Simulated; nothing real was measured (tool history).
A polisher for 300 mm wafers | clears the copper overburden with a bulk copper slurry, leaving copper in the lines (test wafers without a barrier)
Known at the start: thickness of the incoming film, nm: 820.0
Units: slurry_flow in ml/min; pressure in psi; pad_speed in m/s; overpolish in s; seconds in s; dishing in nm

Run 1, hour 0.0: slurry_flow 230 ml/min, pressure 3.2 psi, pad_speed 1.42 m/s, slurry_solids 1.00, overpolish 16 s. Result: seconds 68.798 s, dishing 94.220 nm.
Run 2, hour 6.8: slurry_flow 230 ml/min, pressure 3.2 psi, pad_speed 1.42 m/s, slurry_solids 1.15, overpolish 16 s. Result: seconds 66.383 s, dishing 93.818 nm.
Run 3, hour 10.5: slurry_flow 230 ml/min, pressure 3.6 psi, pad_speed 1.42 m/s, slurry_solids 1.15, overpolish 15 s. Result: seconds 59.593 s, dishing 98.144 nm.
Run 4, hour 19.2: slurry_flow 230 ml/min, pressure 3.9 psi, pad_speed 1.42 m/s, slurry_solids 1.15, overpolish 15 s. Result: seconds 56.983 s, dishing 99.624 nm.
Run 5, hour 22.7: slurry_flow 230 ml/min, pressure 3.9 psi, pad_speed 1.58 m/s, slurry_solids 1.15, overpolish 15 s. Result: seconds 51.580 s, dishing 102.090 nm.
Run 6, hour 27.3: slurry_flow 230 ml/min, pressure 4.1 psi, pad_speed 1.58 m/s, slurry_solids 1.15, overpolish 15 s. Result: seconds 50.259 s, dishing 103.890 nm.

The next listed run, before its measurement:
Run 7, hour 31.8: slurry_flow 230 ml/min, pressure 4.3 psi, pad_speed 1.58 m/s, slurry_solids 1.15, overpolish 15 s. Result: seconds ?, dishing ?.

Run 7 gave seconds 48.031 s, dishing 106.860 nm.
